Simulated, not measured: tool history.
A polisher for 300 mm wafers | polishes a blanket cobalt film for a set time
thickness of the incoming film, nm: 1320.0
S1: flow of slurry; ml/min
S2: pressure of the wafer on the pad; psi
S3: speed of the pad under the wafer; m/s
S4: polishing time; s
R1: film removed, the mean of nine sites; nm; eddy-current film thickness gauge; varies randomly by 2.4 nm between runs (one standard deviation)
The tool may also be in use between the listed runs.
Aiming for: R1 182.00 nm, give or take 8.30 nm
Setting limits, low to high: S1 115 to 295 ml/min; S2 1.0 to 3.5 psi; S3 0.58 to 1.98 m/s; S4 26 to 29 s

run,hour,S1,S2,S3,S4,R1
1,0.0,190,2.2,1.28,29,241.08
2,6.2,190,2.2,1.28,29,255.58
3,14.5,220,2.2,1.28,29,250.58
4,22.8,220,2.1,1.28,29,243.44
5,31.7,220,2.0,1.28,29,234.66
6,34.9,220,2.5,1.28,29,286.18
7,43.5,220,2.3,1.28,29,262.36
8,52.3,215,1.7,1.24,29,190.47

Pick the move, out of 5, that brings all results within their allowed miss; only one does.
A,61.1,220,1.7,1.32,29,?
B,61.1,245,1.7,1.04,28,?
C,61.1,195,1.8,1.18,26,?
D,61.1,210,1.6,1.26,29,?
E,61.1,220,1.8,1.20,29,?

move,R1
A,203.37
B,157.76
C,170.35
D,182.42
E,195.91
A: the biggest miss grows against the last run
B: pushes the last run's worst result past its target
C: pushes the last run's worst result past its target
D: all results in spec
E: the biggest miss grows against the last run
The right move is D.

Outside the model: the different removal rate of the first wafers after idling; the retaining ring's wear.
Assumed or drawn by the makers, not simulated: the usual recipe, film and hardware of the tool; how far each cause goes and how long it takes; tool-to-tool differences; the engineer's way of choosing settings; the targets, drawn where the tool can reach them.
